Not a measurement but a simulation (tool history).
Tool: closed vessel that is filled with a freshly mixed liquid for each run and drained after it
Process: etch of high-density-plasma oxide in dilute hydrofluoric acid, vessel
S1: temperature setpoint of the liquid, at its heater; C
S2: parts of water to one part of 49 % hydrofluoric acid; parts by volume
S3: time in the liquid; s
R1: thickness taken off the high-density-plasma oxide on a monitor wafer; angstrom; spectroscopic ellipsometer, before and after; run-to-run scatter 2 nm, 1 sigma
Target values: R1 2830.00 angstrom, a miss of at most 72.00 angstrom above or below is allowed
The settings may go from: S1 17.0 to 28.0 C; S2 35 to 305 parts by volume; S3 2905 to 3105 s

run  hour    S1   S2    S3       R1
  1   0.0  20.0  170  2905   828.66
  2   8.0  21.5  140  2910  1115.90
  3   8.9  23.0  120  2910  1385.20
  4  16.0  23.0  120  3105  1468.00
  5  19.1  23.0  120  2905  1375.60
  6  26.8  24.0  105  2905  1671.10
  7  29.8  28.0   55  2910  4018.20
  8  35.8  27.0   55  2910  3836.70
  9  36.6  26.0   55  2910  3680.90

5 next moves are on the table. One of them brings every result within its allowed miss. Which?
  A  37.4  25.0  80  2925   ?
  B  37.4  28.0  90  3085   ?
  C  37.4  25.0  80  2955   ?
  D  37.4  25.5  45  2910   ?
  E  37.4  27.5  75  2960   ?

move       R1
   A  2380.50
   B  2476.90
   C  2404.90
   D  4502.70
   E  2855.50
A: pushes the last run's worst result past its target
B: pushes the last run's worst result past its target
C: pushes the last run's worst result past its target
D: lands further from the targets than the last run did
E: every result lands within tolerance
The right move is E.
